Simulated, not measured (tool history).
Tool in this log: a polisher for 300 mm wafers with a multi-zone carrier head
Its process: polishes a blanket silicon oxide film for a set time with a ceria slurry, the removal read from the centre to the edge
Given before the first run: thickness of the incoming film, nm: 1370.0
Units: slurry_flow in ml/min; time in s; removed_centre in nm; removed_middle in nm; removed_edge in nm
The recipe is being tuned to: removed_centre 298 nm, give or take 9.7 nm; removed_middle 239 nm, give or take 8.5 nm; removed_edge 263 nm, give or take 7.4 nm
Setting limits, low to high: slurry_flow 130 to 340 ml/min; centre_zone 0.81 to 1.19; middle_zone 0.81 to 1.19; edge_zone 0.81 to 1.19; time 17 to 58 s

run	hour	slurry_flow	centre_zone	middle_zone	edge_zone	time	removed_centre	removed_middle	removed_edge
1	0	220	1	1	1	37	171.99	172.92	164.45
2	2.5	220	1	1	1	34	160.04	157.91	152.6
3	3.4	225	1.02	0.99	1.02	36	171.72	165.84	162.31
4	7.1	230	1.04	0.98	1.04	38	185.92	173.33	174.71
5	12.8	210	1.04	0.98	1.04	38	183.72	172.83	175.8
6	20.1	210	1.06	0.98	1.05	39	192.65	176.74	179.56
7	21.2	210	1.07	0.98	1.06	40	198.15	183.11	183.29
8	28.2	215	1.08	0.97	1.07	41	202.15	185.37	188.61
# hour 34.1: worn pad replaced by a new one
9	34.1	215	1.08	0.97	1.07	41	225.15	200.28	206.61

5 candidate next runs follow, results not yet known. Just one meets every target within its allowed miss. Identify it.
A	40	220	0.93	1.16	1.06	32	?	?	?
B	40	235	1.13	0.9	1.07	52	?	?	?
C	40	255	1.19	0.98	1.03	45	?	?	?
D	40	305	1.08	1.01	1.02	48	?	?	?
E	40	165	1.02	1.1	1.08	53	?	?	?

move	removed_centre	removed_middle	removed_edge
A	152.46	182.11	159.31
B	298.28	240	262.18
C	273.39	224.68	223.95
D	271.14	249.85	240.54
E	265.57	279.35	260.45
A: moves away from the targets compared with the last run
B: meets every target
C: moves toward the targets from the last run without getting all of them in spec
D: moves toward the targets from the last run without getting all of them in spec
E: brings the result that was furthest off to its target, and leaves another outside
B meets every target.
